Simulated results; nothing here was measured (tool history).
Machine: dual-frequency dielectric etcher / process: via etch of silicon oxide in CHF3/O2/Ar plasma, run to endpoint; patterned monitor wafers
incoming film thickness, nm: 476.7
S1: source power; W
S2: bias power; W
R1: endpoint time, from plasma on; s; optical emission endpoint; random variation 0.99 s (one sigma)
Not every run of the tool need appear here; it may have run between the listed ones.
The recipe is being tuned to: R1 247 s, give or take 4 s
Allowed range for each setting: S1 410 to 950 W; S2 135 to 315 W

run 1 day=0 | S1=680 S2=225 | R1=203.35
run 2 day=0.171 | S1=630 S2=225 | R1=209.96
run 3 day=0.446 | S1=600 S2=221 | R1=217.3
run 4 day=0.796 | S1=550 S2=221 | R1=226.8
run 5 day=1.167 | S1=540 S2=221 | R1=226.46
run 6 day=1.204 | S1=520 S2=220 | R1=232.23
run 7 day=1.508 | S1=510 S2=220 | R1=232.87
run 8 day=1.817 | S1=500 S2=220 | R1=234.94
run 9 day=2.179 | S1=490 S2=220 | R1=236.36
run 10 day=2.408 | S1=480 S2=220 | R1=242.22

Which one of the following 4 next-run settings gets every result inside its allowed miss? There is exactly one.
run A day=2.638 | S1=490 S2=219 | R1=?
run B day=2.638 | S1=410 S2=261 | R1=?
run C day=2.638 | S1=450 S2=258 | R1=?
run D day=2.638 | S1=620 S2=156 | R1=?

move=A R1=237.71
move=B R1=244.8
move=C R1=234.81
move=D R1=235.62
A: the biggest miss grows against the last run
B: meets every target
C: the biggest miss grows against the last run
D: the biggest miss grows against the last run
B is the move that brings every result within its allowed miss.
